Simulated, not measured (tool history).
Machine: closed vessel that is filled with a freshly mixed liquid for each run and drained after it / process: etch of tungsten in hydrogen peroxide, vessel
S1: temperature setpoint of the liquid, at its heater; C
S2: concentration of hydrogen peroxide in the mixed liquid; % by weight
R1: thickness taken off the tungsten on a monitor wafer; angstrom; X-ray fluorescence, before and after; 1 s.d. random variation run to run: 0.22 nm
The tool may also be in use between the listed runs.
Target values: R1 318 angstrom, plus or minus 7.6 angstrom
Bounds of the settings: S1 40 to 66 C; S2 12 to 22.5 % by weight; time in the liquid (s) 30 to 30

Run 1, day 0: S1 56 C, S2 15.5 % by weight, time in the liquid (s) 30. Result: R1 528.32 angstrom.
Run 2, day 0.146: S1 56 C, S2 13 % by weight, time in the liquid (s) 30. Result: R1 471.31 angstrom.
Run 3, day 0.321: S1 56 C, S2 15 % by weight, time in the liquid (s) 30. Result: R1 509.45 angstrom.
Run 4, day 0.425: S1 49 C, S2 15 % by weight, time in the liquid (s) 30. Result: R1 330.37 angstrom.
Run 5, day 0.571: S1 49 C, S2 15 % by weight, time in the liquid (s) 30. Result: R1 333.67 angstrom.
Run 6, day 0.883: S1 55.5 C, S2 15 % by weight, time in the liquid (s) 30. Result: R1 497.74 angstrom.
At day 1.179: peroxide flow meter replaced.
Run 7, day 1.179: S1 54.5 C, S2 15 % by weight, time in the liquid (s) 30. Result: R1 491.24 angstrom.
Run 8, day 1.55: S1 53.5 C, S2 15 % by weight, time in the liquid (s) 30. Result: R1 462.74 angstrom.

4 candidate next runs follow, results not yet known. Just one meets every target within its allowed miss. Identify it.
Run A, day 1.921: S1 47.5 C, S2 13.5 % by weight, time in the liquid (s) 30. Result: R1 ?.
Run B, day 1.921: S1 48.5 C, S2 13 % by weight, time in the liquid (s) 30. Result: R1 ?.
Run C, day 1.921: S1 46.5 C, S2 14.5 % by weight, time in the liquid (s) 30. Result: R1 ?.
Run D, day 1.921: S1 46.5 C, S2 15.5 % by weight, time in the liquid (s) 30. Result: R1 ?.

move      R1
   A  302.11
   B  315.39
   C   294.2
   D  304.18
A: carries the result that was furthest off beyond its target, to the other side
B: all results land within tolerance of their targets
C: carries the result that was furthest off beyond its target, to the other side
D: carries the result that was furthest off beyond its target, to the other side
The move that meets every target is B.

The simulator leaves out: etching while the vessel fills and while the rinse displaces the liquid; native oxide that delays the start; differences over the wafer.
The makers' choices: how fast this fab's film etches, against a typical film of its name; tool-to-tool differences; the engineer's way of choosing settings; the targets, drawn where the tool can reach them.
